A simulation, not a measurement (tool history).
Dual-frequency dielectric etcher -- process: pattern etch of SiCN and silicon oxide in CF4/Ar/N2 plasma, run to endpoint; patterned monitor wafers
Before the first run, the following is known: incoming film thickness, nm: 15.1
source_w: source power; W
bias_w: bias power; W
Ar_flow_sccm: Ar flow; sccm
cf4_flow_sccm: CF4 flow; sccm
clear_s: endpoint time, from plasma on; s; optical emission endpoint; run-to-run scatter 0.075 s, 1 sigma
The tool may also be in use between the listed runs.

Run 1, hour 0.0: source_w 560 W, bias_w 56 W, Ar_flow_sccm 96 sccm, cf4_flow_sccm 59 sccm. Result: clear_s 15.189 s.
Run 2, hour 3.6: source_w 590 W, bias_w 56 W, Ar_flow_sccm 96 sccm, cf4_flow_sccm 59 sccm. Result: clear_s 14.308 s.
Run 3, hour 7.3: source_w 610 W, bias_w 56 W, Ar_flow_sccm 96 sccm, cf4_flow_sccm 59 sccm. Result: clear_s 13.740 s.
Run 4, hour 9.6: source_w 610 W, bias_w 56 W, Ar_flow_sccm 79 sccm, cf4_flow_sccm 59 sccm. Result: clear_s 13.534 s.
Run 5, hour 16.9: source_w 620 W, bias_w 56 W, Ar_flow_sccm 79 sccm, cf4_flow_sccm 59 sccm. Result: clear_s 13.037 s.
Run 6, hour 18.9: source_w 620 W, bias_w 56 W, Ar_flow_sccm 79 sccm, cf4_flow_sccm 50 sccm. Result: clear_s 13.571 s.

For run 7, what comes out?
Run 7, hour 22.7: source_w 630 W, bias_w 56 W, Ar_flow_sccm 79 sccm, cf4_flow_sccm 50 sccm. Result: clear_s ?.

clear_s: 13.387 s
